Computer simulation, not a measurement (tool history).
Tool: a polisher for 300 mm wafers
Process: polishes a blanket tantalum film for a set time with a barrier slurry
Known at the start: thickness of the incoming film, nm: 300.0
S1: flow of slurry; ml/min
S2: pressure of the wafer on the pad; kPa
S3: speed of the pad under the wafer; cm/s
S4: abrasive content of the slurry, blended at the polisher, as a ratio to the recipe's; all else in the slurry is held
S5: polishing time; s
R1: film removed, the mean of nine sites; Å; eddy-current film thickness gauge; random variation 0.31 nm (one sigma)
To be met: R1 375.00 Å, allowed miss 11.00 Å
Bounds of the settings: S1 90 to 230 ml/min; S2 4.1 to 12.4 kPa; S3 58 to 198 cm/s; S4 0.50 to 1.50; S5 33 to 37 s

{"run": 1, "day": 0.0, "S1": 150, "S2": 8.3, "S3": 128, "S4": 1.0, "S5": 37, "R1": 535.35}
{"run": 2, "day": 0.188, "S1": 145, "S2": 7.6, "S3": 128, "S4": 1.0, "S5": 37, "R1": 497.51}
{"run": 3, "day": 0.562, "S1": 145, "S2": 6.9, "S3": 128, "S4": 1.0, "S5": 37, "R1": 456.33}
{"run": 4, "day": 0.604, "S1": 140, "S2": 6.2, "S3": 128, "S4": 1.0, "S5": 37, "R1": 406.03}
{"run": 5, "day": 0.954, "S1": 140, "S2": 6.2, "S3": 128, "S4": 1.0, "S5": 37, "R1": 403.71}
{"run": 6, "day": 1.1, "S1": 140, "S2": 6.2, "S3": 128, "S4": 1.0, "S5": 37, "R1": 404.16}
{"run": 7, "day": 1.154, "S1": 135, "S2": 6.2, "S3": 128, "S4": 1.0, "S5": 37, "R1": 402.23}
{"run": 8, "day": 1.258, "S1": 130, "S2": 6.2, "S3": 128, "S4": 1.0, "S5": 37, "R1": 397.88}
{"run": 9, "day": 1.35, "S1": 125, "S2": 6.2, "S3": 128, "S4": 1.0, "S5": 37, "R1": 396.64}
{"run": 10, "day": 1.65, "S1": 120, "S2": 6.2, "S3": 128, "S4": 1.0, "S5": 37, "R1": 397.97}
{"run": 11, "day": 1.783, "S1": 115, "S2": 6.2, "S3": 128, "S4": 1.0, "S5": 37, "R1": 394.48}
{"run": 12, "day": 1.946, "S1": 110, "S2": 6.2, "S3": 128, "S4": 1.0, "S5": 37, "R1": 388.76}
{"run": 13, "day": 2.021, "S1": 105, "S2": 6.2, "S3": 128, "S4": 1.0, "S5": 37, "R1": 389.0}

5 next moves are on the table. One of them brings every result within its allowed miss. Which?
{"run": "A", "day": 2.096, "S1": 110, "S2": 6.9, "S3": 134, "S4": 1.0, "S5": 33, "R1": "?"}
{"run": "B", "day": 2.096, "S1": 100, "S2": 6.9, "S3": 104, "S4": 1.0, "S5": 37, "R1": "?"}
{"run": "C", "day": 2.096, "S1": 90, "S2": 6.9, "S3": 144, "S4": 1.0, "S5": 33, "R1": "?"}
{"run": "D", "day": 2.096, "S1": 90, "S2": 7.6, "S3": 114, "S4": 1.0, "S5": 35, "R1": "?"}
{"run": "E", "day": 2.096, "S1": 130, "S2": 6.2, "S3": 148, "S4": 1.05, "S5": 34, "R1": "?"}

move=A R1=395.68
move=B R1=375.86
move=C R1=402.46
move=D R1=404.90
move=E R1=406.59
A: further off than the last run
B: meets every target
C: further off than the last run
D: further off than the last run
E: further off than the last run
Move B is the one to make.
